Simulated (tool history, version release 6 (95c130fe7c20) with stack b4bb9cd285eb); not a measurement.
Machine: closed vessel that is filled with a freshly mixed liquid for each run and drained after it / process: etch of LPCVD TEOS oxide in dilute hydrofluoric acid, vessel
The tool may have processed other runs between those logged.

| run | hour | temperature setpoint of the liquid (K) | parts of water to one part of 49 % hydrofluoric acid (parts by volume) | time in the liquid (s) | thickness taken off the LPCVD TEOS oxide on a monitor wafer (angstrom) |
|---|---|---|---|---|---|
| 1 | 0.0 | 299.15 | 185 | 30 | 53.470 |
| 2 | 5.9 | 298.15 | 185 | 30 | 51.124 |
| 3 | 10.5 | 298.15 | 225 | 30 | 39.697 |
| 4 | 14.0 | 299.15 | 225 | 30 | 41.540 |
| 5 | 21.6 | 299.15 | 225 | 30 | 41.462 |
| 6 | 25.3 | 299.15 | 225 | 30 | 41.406 |

Expected results for the next run?
| 7 | 31.5 | 300.15 | 225 | 30 | ? |

thickness taken off the LPCVD TEOS oxide on a monitor wafer (angstrom): 42.988
